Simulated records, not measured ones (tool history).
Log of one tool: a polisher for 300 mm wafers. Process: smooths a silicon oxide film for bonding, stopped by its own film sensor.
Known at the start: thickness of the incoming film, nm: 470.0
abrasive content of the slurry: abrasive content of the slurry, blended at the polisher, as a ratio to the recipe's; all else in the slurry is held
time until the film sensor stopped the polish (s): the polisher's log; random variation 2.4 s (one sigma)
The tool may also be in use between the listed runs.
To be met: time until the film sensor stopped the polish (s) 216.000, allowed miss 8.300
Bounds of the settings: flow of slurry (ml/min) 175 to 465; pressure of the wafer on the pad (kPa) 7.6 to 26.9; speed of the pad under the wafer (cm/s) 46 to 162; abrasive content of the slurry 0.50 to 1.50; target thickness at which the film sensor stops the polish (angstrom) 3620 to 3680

run,day,flow of slurry (ml/min),pressure of the wafer on the pad (kPa),speed of the pad under the wafer (cm/s),abrasive content of the slurry,target thickness at which the film sensor stops the polish (angstrom),time until the film sensor stopped the polish (s)
1,0.000,295,17.2,104,1.00,3680,116.840
2,0.158,295,21.4,104,1.00,3680,95.265
3,0.275,295,19.3,104,1.00,3680,105.780
4,0.300,295,22.1,104,1.00,3680,92.163
5,0.379,295,17.9,98,1.00,3680,121.800
6,0.412,295,17.9,116,1.00,3680,105.250
7,0.508,295,15.2,110,1.00,3680,127.760
# day 0.533: worn pad replaced by a new one
8,0.533,295,13.1,106,1.00,3680,138.740
9,0.733,295,11.7,98,1.00,3680,164.230

5 next moves are on the table. One of them brings every result within its allowed miss. Which?
A,0.933,280,11.7,120,1.05,3620,?
B,0.933,345,11.7,74,1.00,3620,?
C,0.933,265,12.4,116,1.15,3670,?
D,0.933,305,9.0,106,0.80,3620,?
E,0.933,290,10.3,94,1.05,3620,?

move,time until the film sensor stopped the polish (s)
A,146.690
B,218.070
C,131.060
D,238.940
E,200.480
A: further off than the last run
B: meets every target
C: further off than the last run
D: takes the result that was furthest off past its target
E: nearer than the last run, and not there yet
Answer: B
